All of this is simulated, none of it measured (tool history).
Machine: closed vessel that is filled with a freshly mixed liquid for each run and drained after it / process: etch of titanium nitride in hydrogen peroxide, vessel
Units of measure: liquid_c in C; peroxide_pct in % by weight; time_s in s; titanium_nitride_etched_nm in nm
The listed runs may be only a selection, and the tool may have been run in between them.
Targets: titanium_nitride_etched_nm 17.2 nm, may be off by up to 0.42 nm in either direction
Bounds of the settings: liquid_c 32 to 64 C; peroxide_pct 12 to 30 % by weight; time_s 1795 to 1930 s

{"run": 1, "hour": 0.0, "liquid_c": 48, "peroxide_pct": 22.5, "time_s": 1795, "titanium_nitride_etched_nm": 46.058}
{"run": 2, "hour": 7.4, "liquid_c": 46.5, "peroxide_pct": 22.5, "time_s": 1795, "titanium_nitride_etched_nm": 40.99}
{"run": 3, "hour": 10.7, "liquid_c": 46.5, "peroxide_pct": 26, "time_s": 1795, "titanium_nitride_etched_nm": 42.278}
{"run": 4, "hour": 19.5, "liquid_c": 45, "peroxide_pct": 26, "time_s": 1795, "titanium_nitride_etched_nm": 37.911}
{"run": 5, "hour": 23.5, "liquid_c": 44, "peroxide_pct": 26, "time_s": 1795, "titanium_nitride_etched_nm": 34.823}
{"run": 6, "hour": 28.4, "liquid_c": 43, "peroxide_pct": 26, "time_s": 1795, "titanium_nitride_etched_nm": 32.932}
{"run": 7, "hour": 36.2, "liquid_c": 42, "peroxide_pct": 26, "time_s": 1795, "titanium_nitride_etched_nm": 30.225}
{"run": 8, "hour": 42.0, "liquid_c": 42, "peroxide_pct": 26, "time_s": 1795, "titanium_nitride_etched_nm": 30.246}
{"run": 9, "hour": 44.2, "liquid_c": 34, "peroxide_pct": 25.5, "time_s": 1795, "titanium_nitride_etched_nm": 16.237}
{"hour": 52.4, "done": "thermometer replaced"}
{"run": 10, "hour": 52.4, "liquid_c": 34.5, "peroxide_pct": 25.5, "time_s": 1795, "titanium_nitride_etched_nm": 14.385}
{"run": 11, "hour": 54.3, "liquid_c": 35.5, "peroxide_pct": 25.5, "time_s": 1795, "titanium_nitride_etched_nm": 15.636}
{"run": 12, "hour": 55.1, "liquid_c": 36, "peroxide_pct": 25.5, "time_s": 1795, "titanium_nitride_etched_nm": 16.336}

4 candidate next runs follow, results not yet known. Just one meets every target within its allowed miss. Identify it.
{"run": "A", "hour": 55.9, "liquid_c": 37.5, "peroxide_pct": 25, "time_s": 1800, "titanium_nitride_etched_nm": "?"}
{"run": "B", "hour": 55.9, "liquid_c": 36.5, "peroxide_pct": 24, "time_s": 1865, "titanium_nitride_etched_nm": "?"}
{"run": "C", "hour": 55.9, "liquid_c": 35.5, "peroxide_pct": 24, "time_s": 1850, "titanium_nitride_etched_nm": "?"}
{"run": "D", "hour": 55.9, "liquid_c": 35.5, "peroxide_pct": 27.5, "time_s": 1845, "titanium_nitride_etched_nm": "?"}

move=A titanium_nitride_etched_nm=18.263
move=B titanium_nitride_etched_nm=17.341
move=C titanium_nitride_etched_nm=15.896
move=D titanium_nitride_etched_nm=16.332
A: carries the result that was furthest off beyond its target, to the other side
B: all results land within tolerance of their targets
C: misses by more than the last run did
D: just as far off the targets as the last run
The move that meets every target is B.

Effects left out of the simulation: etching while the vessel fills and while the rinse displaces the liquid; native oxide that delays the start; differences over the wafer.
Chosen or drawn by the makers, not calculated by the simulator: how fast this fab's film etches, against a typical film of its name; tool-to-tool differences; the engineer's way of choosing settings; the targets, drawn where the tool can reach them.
